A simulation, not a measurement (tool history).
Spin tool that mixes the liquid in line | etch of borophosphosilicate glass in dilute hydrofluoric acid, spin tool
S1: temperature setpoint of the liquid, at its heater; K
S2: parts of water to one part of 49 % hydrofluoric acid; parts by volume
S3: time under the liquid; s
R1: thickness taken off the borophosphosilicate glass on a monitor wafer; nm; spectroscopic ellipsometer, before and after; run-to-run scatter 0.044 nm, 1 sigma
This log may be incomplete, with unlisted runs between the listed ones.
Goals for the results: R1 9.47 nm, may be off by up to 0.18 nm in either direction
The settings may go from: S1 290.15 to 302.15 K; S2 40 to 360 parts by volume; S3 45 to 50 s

{"run": 1, "hour": 0.0, "S1": 294.15, "S2": 200, "S3": 45, "R1": 11.404}
{"run": 2, "hour": 5.3, "S1": 294.15, "S2": 200, "S3": 45, "R1": 11.349}
{"run": 3, "hour": 10.2, "S1": 292.65, "S2": 200, "S3": 45, "R1": 10.755}
{"run": 4, "hour": 13.1, "S1": 292.15, "S2": 200, "S3": 45, "R1": 10.566}
{"run": 5, "hour": 14.4, "S1": 292.15, "S2": 200, "S3": 50, "R1": 11.671}
{"run": 6, "hour": 15.7, "S1": 292.15, "S2": 265, "S3": 50, "R1": 8.3359}
{"run": 7, "hour": 16.8, "S1": 293.15, "S2": 265, "S3": 50, "R1": 8.6757}
{"run": 8, "hour": 21.0, "S1": 293.15, "S2": 265, "S3": 50, "R1": 8.6773}

Of the 5 settings listed for the next run, only one would bring every result within its allowed miss of target. Which one?
{"run": "A", "hour": 25.2, "S1": 291.15, "S2": 225, "S3": 50, "R1": "?"}
{"run": "B", "hour": 25.2, "S1": 294.65, "S2": 235, "S3": 45, "R1": "?"}
{"run": "C", "hour": 25.2, "S1": 295.65, "S2": 255, "S3": 50, "R1": "?"}
{"run": "D", "hour": 25.2, "S1": 293.65, "S2": 240, "S3": 50, "R1": "?"}
{"run": "E", "hour": 25.2, "S1": 290.65, "S2": 220, "S3": 50, "R1": "?"}

move=A R1=9.7505
move=B R1=9.5088
move=C R1=9.905
move=D R1=9.9178
move=E R1=9.8237
A: takes the result that was furthest off past its target
B: all results in spec
C: takes the result that was furthest off past its target
D: takes the result that was furthest off past its target
E: takes the result that was furthest off past its target
Correct choice: B, which meets every target

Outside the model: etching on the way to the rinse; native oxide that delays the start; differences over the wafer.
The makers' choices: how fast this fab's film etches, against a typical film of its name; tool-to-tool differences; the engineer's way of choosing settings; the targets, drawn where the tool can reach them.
